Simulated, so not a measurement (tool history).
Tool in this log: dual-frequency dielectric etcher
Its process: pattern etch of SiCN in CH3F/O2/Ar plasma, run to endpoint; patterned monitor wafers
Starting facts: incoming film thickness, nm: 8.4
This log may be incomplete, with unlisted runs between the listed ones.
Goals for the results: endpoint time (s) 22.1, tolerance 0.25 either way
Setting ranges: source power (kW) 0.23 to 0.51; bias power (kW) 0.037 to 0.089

{"run": 1, "hour": 0.0, "source power (kW)": 0.37, "bias power (kW)": 0.063, "endpoint time (s)": 25.567}
{"run": 2, "hour": 4.4, "source power (kW)": 0.4, "bias power (kW)": 0.064, "endpoint time (s)": 24.628}
{"run": 3, "hour": 5.9, "source power (kW)": 0.42, "bias power (kW)": 0.064, "endpoint time (s)": 24.096}
{"run": 4, "hour": 12.2, "source power (kW)": 0.42, "bias power (kW)": 0.059, "endpoint time (s)": 25.154}
{"run": 5, "hour": 18.0, "source power (kW)": 0.42, "bias power (kW)": 0.049, "endpoint time (s)": 27.658}
{"run": 6, "hour": 21.9, "source power (kW)": 0.42, "bias power (kW)": 0.041, "endpoint time (s)": 30.344}
{"run": 7, "hour": 23.6, "source power (kW)": 0.42, "bias power (kW)": 0.041, "endpoint time (s)": 30.301}
{"run": 8, "hour": 31.4, "source power (kW)": 0.44, "bias power (kW)": 0.047, "endpoint time (s)": 27.814}
{"run": 9, "hour": 38.3, "source power (kW)": 0.46, "bias power (kW)": 0.051, "endpoint time (s)": 26.125}
{"run": 10, "hour": 40.8, "source power (kW)": 0.47, "bias power (kW)": 0.054, "endpoint time (s)": 25.213}
{"run": 11, "hour": 47.0, "source power (kW)": 0.48, "bias power (kW)": 0.056, "endpoint time (s)": 24.555}

Consider the 5 candidate settings below. Which is the only one whose results all fall within their allowed miss of target?
{"run": "A", "hour": 53.2, "source power (kW)": 0.5, "bias power (kW)": 0.071, "endpoint time (s)": "?"}
{"run": "B", "hour": 53.2, "source power (kW)": 0.47, "bias power (kW)": 0.07, "endpoint time (s)": "?"}
{"run": "C", "hour": 53.2, "source power (kW)": 0.51, "bias power (kW)": 0.071, "endpoint time (s)": "?"}
{"run": "D", "hour": 53.2, "source power (kW)": 0.47, "bias power (kW)": 0.067, "endpoint time (s)": "?"}
{"run": "E", "hour": 53.2, "source power (kW)": 0.49, "bias power (kW)": 0.074, "endpoint time (s)": "?"}

move=A endpoint_time_(s)=21.45
move=B endpoint_time_(s)=22.111
move=C endpoint_time_(s)=21.289
move=D endpoint_time_(s)=22.584
move=E endpoint_time_(s)=21.19
A: takes the result that was furthest off past its target
B: all results in spec
C: takes the result that was furthest off past its target
D: nearer than the last run, and not there yet
E: takes the result that was furthest off past its target
B is the move that brings every result within its allowed miss.
